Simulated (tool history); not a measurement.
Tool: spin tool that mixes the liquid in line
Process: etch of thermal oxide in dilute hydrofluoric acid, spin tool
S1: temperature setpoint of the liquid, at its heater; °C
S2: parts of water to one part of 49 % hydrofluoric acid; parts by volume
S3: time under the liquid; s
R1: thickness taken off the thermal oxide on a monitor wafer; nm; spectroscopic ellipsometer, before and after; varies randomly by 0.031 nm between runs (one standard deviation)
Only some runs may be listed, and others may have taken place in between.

run    day    S1   S2  S3      R1
  1      0    24  235  65  1.1112
  2  0.312    26  190  65  1.5432
  3  0.504  27.5  160  65  1.9965
  4  0.554  27.5  235  65   1.277
  5  0.683    26  235  65  1.2088
  6  0.838  27.5  195  65  1.6261
  7  0.967    29  170  65  1.9979
  8  1.175    30  150  65  2.4011

The next listed run, before its measurement:
  9  1.467  30.5  140  65   ?

R1: 2.6701 nm
